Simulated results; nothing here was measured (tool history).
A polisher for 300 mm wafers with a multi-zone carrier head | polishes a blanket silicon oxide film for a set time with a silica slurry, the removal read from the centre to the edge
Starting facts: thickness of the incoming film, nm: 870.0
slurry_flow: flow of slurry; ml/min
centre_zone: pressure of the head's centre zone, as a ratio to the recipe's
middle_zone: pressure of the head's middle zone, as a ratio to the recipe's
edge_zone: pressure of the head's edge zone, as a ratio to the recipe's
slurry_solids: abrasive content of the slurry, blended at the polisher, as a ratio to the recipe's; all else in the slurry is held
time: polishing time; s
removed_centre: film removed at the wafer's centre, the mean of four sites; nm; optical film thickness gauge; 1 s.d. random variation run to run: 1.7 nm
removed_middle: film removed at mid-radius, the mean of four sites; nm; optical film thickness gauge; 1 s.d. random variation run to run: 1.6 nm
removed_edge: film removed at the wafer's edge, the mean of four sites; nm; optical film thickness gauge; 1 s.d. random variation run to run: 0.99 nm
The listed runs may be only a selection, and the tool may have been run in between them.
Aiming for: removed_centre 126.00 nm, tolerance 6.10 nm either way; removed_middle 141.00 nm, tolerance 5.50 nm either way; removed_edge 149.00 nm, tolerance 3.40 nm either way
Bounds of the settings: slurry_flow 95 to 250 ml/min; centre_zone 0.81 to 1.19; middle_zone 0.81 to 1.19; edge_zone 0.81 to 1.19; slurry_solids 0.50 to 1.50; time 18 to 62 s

run 1 hour=0.0 | slurry_flow=160 centre_zone=1.00 middle_zone=1.00 edge_zone=1.00 slurry_solids=1.00 time=40 | removed_centre=117.19 removed_middle=119.45 removed_edge=119.71
run 2 hour=1.8 | slurry_flow=160 centre_zone=1.00 middle_zone=1.00 edge_zone=1.04 slurry_solids=1.00 time=40 | removed_centre=119.14 removed_middle=121.98 removed_edge=120.34
run 3 hour=7.2 | slurry_flow=170 centre_zone=0.95 middle_zone=0.97 edge_zone=1.07 slurry_solids=1.10 time=40 | removed_centre=114.57 removed_middle=126.00 removed_edge=128.19
run 4 hour=9.7 | slurry_flow=170 centre_zone=0.95 middle_zone=0.90 edge_zone=1.07 slurry_solids=1.10 time=40 | removed_centre=114.71 removed_middle=115.05 removed_edge=128.66
run 5 hour=15.4 | slurry_flow=170 centre_zone=1.02 middle_zone=0.90 edge_zone=1.07 slurry_solids=1.10 time=40 | removed_centre=128.49 removed_middle=115.68 removed_edge=127.17
run 6 hour=16.7 | slurry_flow=180 centre_zone=0.99 middle_zone=0.91 edge_zone=1.10 slurry_solids=1.15 time=40 | removed_centre=125.66 removed_middle=121.74 removed_edge=135.25
run 7 hour=17.5 | slurry_flow=195 centre_zone=0.98 middle_zone=0.93 edge_zone=1.12 slurry_solids=1.15 time=40 | removed_centre=128.28 removed_middle=122.33 removed_edge=138.73
run 8 hour=21.0 | slurry_flow=195 centre_zone=0.98 middle_zone=0.93 edge_zone=1.12 slurry_solids=1.15 time=40 | removed_centre=128.78 removed_middle=122.41 removed_edge=135.79
run 9 hour=21.7 | slurry_flow=195 centre_zone=0.96 middle_zone=0.95 edge_zone=1.14 slurry_solids=1.20 time=40 | removed_centre=126.61 removed_middle=127.50 removed_edge=140.91
run 10 hour=24.4 | slurry_flow=235 centre_zone=0.92 middle_zone=1.02 edge_zone=1.18 slurry_solids=1.20 time=40 | removed_centre=125.14 removed_middle=138.85 removed_edge=145.38

Exactly one of the 5 candidate moves below puts every result within its allowed miss. Which one?
run A hour=27.1 | slurry_flow=210 centre_zone=0.81 middle_zone=1.17 edge_zone=1.13 slurry_solids=1.35 time=38 | removed_centre=? removed_middle=? removed_edge=?
run B hour=27.1 | slurry_flow=235 centre_zone=0.88 middle_zone=1.13 edge_zone=1.14 slurry_solids=1.50 time=38 | removed_centre=? removed_middle=? removed_edge=?
run C hour=27.1 | slurry_flow=245 centre_zone=0.93 middle_zone=1.04 edge_zone=1.17 slurry_solids=1.30 time=38 | removed_centre=? removed_middle=? removed_edge=?
run D hour=27.1 | slurry_flow=225 centre_zone=0.90 middle_zone=1.02 edge_zone=1.19 slurry_solids=1.35 time=39 | removed_centre=? removed_middle=? removed_edge=?
run E hour=27.1 | slurry_flow=180 centre_zone=0.83 middle_zone=1.19 edge_zone=1.16 slurry_solids=1.20 time=40 | removed_centre=? removed_middle=? removed_edge=?

move=A removed_centre=107.46 removed_middle=154.78 removed_edge=140.32
move=B removed_centre=123.48 removed_middle=158.47 removed_edge=148.31
move=C removed_centre=124.30 removed_middle=140.51 removed_edge=143.11
move=D removed_centre=123.78 removed_middle=142.48 removed_edge=149.25
move=E removed_centre=107.81 removed_middle=154.14 removed_edge=140.39
A: lands further from the targets than the last run did
B: meets the target for the result that was furthest off, but another lies outside its allowed miss
C: lands further from the targets than the last run did
D: every result lands within tolerance
E: lands further from the targets than the last run did
D is the move that brings every result within its allowed miss.

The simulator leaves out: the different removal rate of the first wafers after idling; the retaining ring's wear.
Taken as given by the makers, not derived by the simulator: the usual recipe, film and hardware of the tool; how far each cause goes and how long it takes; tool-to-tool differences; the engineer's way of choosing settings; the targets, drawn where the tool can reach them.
